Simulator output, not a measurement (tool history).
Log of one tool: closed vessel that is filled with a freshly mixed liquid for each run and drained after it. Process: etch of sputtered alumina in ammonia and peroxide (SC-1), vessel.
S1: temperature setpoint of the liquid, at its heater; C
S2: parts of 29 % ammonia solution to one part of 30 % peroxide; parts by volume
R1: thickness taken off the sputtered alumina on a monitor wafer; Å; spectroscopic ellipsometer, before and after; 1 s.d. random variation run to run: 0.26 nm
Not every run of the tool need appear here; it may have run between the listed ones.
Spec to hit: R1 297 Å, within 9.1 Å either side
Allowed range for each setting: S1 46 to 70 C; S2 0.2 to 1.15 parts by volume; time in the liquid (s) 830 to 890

{"run": 1, "hour": 0.0, "S1": 62, "S2": 0.65, "time in the liquid (s)": 830, "R1": 508.57}
{"run": 2, "hour": 5.4, "S1": 57.5, "S2": 0.65, "time in the liquid (s)": 830, "R1": 400.7}
{"run": 3, "hour": 9.0, "S1": 62, "S2": 0.65, "time in the liquid (s)": 830, "R1": 505.43}
{"run": 4, "hour": 17.0, "S1": 59.5, "S2": 0.65, "time in the liquid (s)": 830, "R1": 445.2}
{"run": 5, "hour": 18.9, "S1": 57.5, "S2": 0.65, "time in the liquid (s)": 830, "R1": 396.94}
{"run": 6, "hour": 25.3, "S1": 56, "S2": 0.65, "time in the liquid (s)": 830, "R1": 374.55}
{"run": 7, "hour": 31.2, "S1": 50, "S2": 0.65, "time in the liquid (s)": 830, "R1": 269.87}
{"run": 8, "hour": 38.3, "S1": 50.5, "S2": 0.65, "time in the liquid (s)": 830, "R1": 273.9}
{"run": 9, "hour": 47.8, "S1": 51, "S2": 0.65, "time in the liquid (s)": 830, "R1": 285.13}

Exactly one of the 4 candidate moves below puts every result within its allowed miss. Which one?
{"run": "A", "hour": 57.3, "S1": 49, "S2": 0.6, "time in the liquid (s)": 890, "R1": "?"}
{"run": "B", "hour": 57.3, "S1": 50.5, "S2": 0.65, "time in the liquid (s)": 885, "R1": "?"}
{"run": "C", "hour": 57.3, "S1": 49.5, "S2": 0.7, "time in the liquid (s)": 850, "R1": "?"}
{"run": "D", "hour": 57.3, "S1": 49.5, "S2": 0.75, "time in the liquid (s)": 860, "R1": "?"}

move=A R1=270.18
move=B R1=294.04
move=C R1=269.19
move=D R1=274.15
A: its largest miss is bigger than the last run's
B: every result lands within tolerance
C: its largest miss is bigger than the last run's
D: its largest miss is bigger than the last run's
So the answer is move B, the one that meets all the targets.
